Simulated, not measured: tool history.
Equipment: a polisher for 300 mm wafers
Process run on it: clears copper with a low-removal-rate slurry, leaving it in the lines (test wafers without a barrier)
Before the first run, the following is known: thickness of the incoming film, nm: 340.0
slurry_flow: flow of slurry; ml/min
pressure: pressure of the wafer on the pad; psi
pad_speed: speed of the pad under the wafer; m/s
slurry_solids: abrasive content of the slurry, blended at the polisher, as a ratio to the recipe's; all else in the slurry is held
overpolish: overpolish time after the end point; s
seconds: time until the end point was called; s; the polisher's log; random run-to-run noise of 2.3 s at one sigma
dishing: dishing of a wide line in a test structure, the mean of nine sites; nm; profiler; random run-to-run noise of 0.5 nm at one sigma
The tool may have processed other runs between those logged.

Run 1, day 0: slurry_flow 255 ml/min, pressure 3 psi, pad_speed 0.88 m/s, slurry_solids 1, overpolish 29 s. Result: seconds 107.55 s, dishing 53.937 nm.
Run 2, day 0.246: slurry_flow 255 ml/min, pressure 2.4 psi, pad_speed 0.88 m/s, slurry_solids 1, overpolish 29 s. Result: seconds 133.62 s, dishing 47.327 nm.
Run 3, day 0.583: slurry_flow 255 ml/min, pressure 2.3 psi, pad_speed 0.88 m/s, slurry_solids 1, overpolish 24 s. Result: seconds 138.15 s, dishing 38.837 nm.
Run 4, day 0.792: slurry_flow 255 ml/min, pressure 2.2 psi, pad_speed 0.88 m/s, slurry_solids 1, overpolish 22 s. Result: seconds 142.7 s, dishing 35.024 nm.
Run 5, day 0.921: slurry_flow 255 ml/min, pressure 1.6 psi, pad_speed 0.88 m/s, slurry_solids 1, overpolish 22 s. Result: seconds 183.83 s, dishing 28.514 nm.
Run 6, day 0.95: slurry_flow 255 ml/min, pressure 1.9 psi, pad_speed 0.88 m/s, slurry_solids 1, overpolish 22 s. Result: seconds 168.23 s, dishing 32.449 nm.
Run 7, day 1.025: slurry_flow 260 ml/min, pressure 2.1 psi, pad_speed 0.94 m/s, slurry_solids 1, overpolish 10 s. Result: seconds 142.21 s, dishing 18.38 nm.

Run 8 comes next. What will it give?
Run 8, day 1.092: slurry_flow 260 ml/min, pressure 2.1 psi, pad_speed 0.92 m/s, slurry_solids 1, overpolish 12 s. Result: seconds ?, dishing ?.

seconds: 145.31 s
dishing: 20.791 nm
